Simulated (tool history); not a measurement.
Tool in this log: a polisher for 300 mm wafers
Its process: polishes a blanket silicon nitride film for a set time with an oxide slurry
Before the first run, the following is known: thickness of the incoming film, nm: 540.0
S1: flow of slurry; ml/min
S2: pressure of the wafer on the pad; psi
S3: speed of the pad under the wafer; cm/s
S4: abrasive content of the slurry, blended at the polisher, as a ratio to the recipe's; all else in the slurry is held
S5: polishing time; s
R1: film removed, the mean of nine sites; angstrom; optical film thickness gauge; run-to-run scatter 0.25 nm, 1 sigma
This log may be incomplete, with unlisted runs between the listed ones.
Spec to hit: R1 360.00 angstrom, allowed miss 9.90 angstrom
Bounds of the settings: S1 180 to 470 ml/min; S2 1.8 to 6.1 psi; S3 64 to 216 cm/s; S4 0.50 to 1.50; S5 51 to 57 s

run 1 hour=0.0 | S1=300 S2=3.9 S3=140 S4=1.00 S5=57 | R1=544.92
run 2 hour=2.3 | S1=300 S2=3.9 S3=140 S4=1.00 S5=57 | R1=542.76
run 3 hour=6.4 | S1=300 S2=3.6 S3=140 S4=1.00 S5=57 | R1=507.84
run 4 hour=8.5 | S1=270 S2=3.6 S3=140 S4=1.00 S5=57 | R1=500.44
run 5 hour=12.9 | S1=270 S2=3.4 S3=140 S4=1.00 S5=57 | R1=476.05
run 6 hour=16.5 | S1=310 S2=3.4 S3=140 S4=1.00 S5=57 | R1=484.89
run 7 hour=22.8 | S1=285 S2=2.3 S3=138 S4=1.00 S5=57 | R1=332.34
run 8 hour=30.3 | S1=290 S2=2.4 S3=138 S4=1.00 S5=57 | R1=343.15

Of the 4 settings listed for the next run, only one would bring every result within its allowed miss of target. Which one?
run A hour=37.8 | S1=245 S2=2.2 S3=152 S4=1.30 S5=51 | R1=?
run B hour=37.8 | S1=260 S2=2.5 S3=166 S4=1.05 S5=51 | R1=?
run C hour=37.8 | S1=305 S2=2.5 S3=126 S4=1.05 S5=53 | R1=?
run D hour=37.8 | S1=260 S2=2.2 S3=130 S4=1.15 S5=56 | R1=?

move=A R1=331.96
move=B R1=364.85
move=C R1=324.88
move=D R1=318.24
A: its largest miss is bigger than the last run's
B: every result lands within tolerance
C: its largest miss is bigger than the last run's
D: its largest miss is bigger than the last run's
B meets every target.

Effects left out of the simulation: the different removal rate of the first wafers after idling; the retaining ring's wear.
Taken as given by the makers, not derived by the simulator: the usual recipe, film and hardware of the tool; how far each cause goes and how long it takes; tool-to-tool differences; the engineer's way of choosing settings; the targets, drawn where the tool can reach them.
